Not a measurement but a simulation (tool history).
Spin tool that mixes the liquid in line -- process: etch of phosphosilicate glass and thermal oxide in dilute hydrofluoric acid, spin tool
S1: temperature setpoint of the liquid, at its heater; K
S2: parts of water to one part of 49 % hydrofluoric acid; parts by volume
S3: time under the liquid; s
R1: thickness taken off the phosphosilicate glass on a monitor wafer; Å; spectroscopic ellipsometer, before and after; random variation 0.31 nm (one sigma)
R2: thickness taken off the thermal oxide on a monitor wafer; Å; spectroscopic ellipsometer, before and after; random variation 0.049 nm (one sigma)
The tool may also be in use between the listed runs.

| run | hour | S1 | S2 | S3 | R1 | R2 |
|---|---|---|---|---|---|---|
| 1 | 0 | 294.15 | 80 | 30 | 324.7 | 15.533 |
| 2 | 7.8 | 295.65 | 80 | 30 | 343.36 | 16.876 |
| 3 | 8.4 | 296.65 | 75 | 30 | 385.94 | 18.41 |
| 4 | 9.3 | 297.65 | 75 | 30 | 401.05 | 19.43 |
| 5 | 10.7 | 298.65 | 75 | 30 | 422.08 | 20.625 |
| 6 | 19.6 | 298.65 | 75 | 20 | 279.45 | 13.53 |
| 7 | 26 | 299.15 | 70 | 20 | 310.45 | 14.73 |
| 8 | 30.1 | 299.65 | 65 | 20 | 335.01 | 16.6 |
| 9 | 31 | 300.15 | 60 | 20 | 377.98 | 17.758 |
| 10 | 32.9 | 300.65 | 55 | 20 | 426.72 | 20.427 |
| 11 | 39.4 | 302.15 | 45 | 20 | 566.96 | 26.257 |
| 12 | 47.4 | 302.15 | 45 | 20 | 562.16 | 26.784 |
| 13 | 47.9 | 301.65 | 45 | 20 | 546.04 | 25.715 |
|  | 54.8 | hydrofluoric acid flow meter replaced |
| 14 | 54.8 | 300.65 | 45 | 20 | 563.52 | 27.738 |
| 15 | 58.6 | 301.15 | 45 | 20 | 583.75 | 27.585 |
| 16 | 63.9 | 300.65 | 45 | 20 | 566.74 | 27.542 |

What will run 17 give?
| 17 | 65.7 | 301.15 | 45 | 20 | ? | ? |

{"run 17": {"R1": 580, "R2": 27.665}}
